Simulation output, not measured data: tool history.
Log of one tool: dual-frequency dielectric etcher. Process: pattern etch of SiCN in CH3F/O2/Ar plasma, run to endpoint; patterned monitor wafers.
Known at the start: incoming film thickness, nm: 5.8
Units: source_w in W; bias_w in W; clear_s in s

{"run": 1, "hour": 0.0, "source_w": 520, "bias_w": 77, "clear_s": 14.644}
{"run": 2, "hour": 6.3, "source_w": 520, "bias_w": 66, "clear_s": 15.928}
{"run": 3, "hour": 10.7, "source_w": 520, "bias_w": 57, "clear_s": 17.461}
{"run": 4, "hour": 15.1, "source_w": 550, "bias_w": 63, "clear_s": 16.01}
{"run": 5, "hour": 18.9, "source_w": 580, "bias_w": 67, "clear_s": 15.01}
{"run": 6, "hour": 27.6, "source_w": 610, "bias_w": 70, "clear_s": 14.421}

Run 7 comes next. What will it give?
{"run": 7, "hour": 31.4, "source_w": 630, "bias_w": 73, "clear_s": "?"}

{"run 7": {"clear_s": 13.994}}

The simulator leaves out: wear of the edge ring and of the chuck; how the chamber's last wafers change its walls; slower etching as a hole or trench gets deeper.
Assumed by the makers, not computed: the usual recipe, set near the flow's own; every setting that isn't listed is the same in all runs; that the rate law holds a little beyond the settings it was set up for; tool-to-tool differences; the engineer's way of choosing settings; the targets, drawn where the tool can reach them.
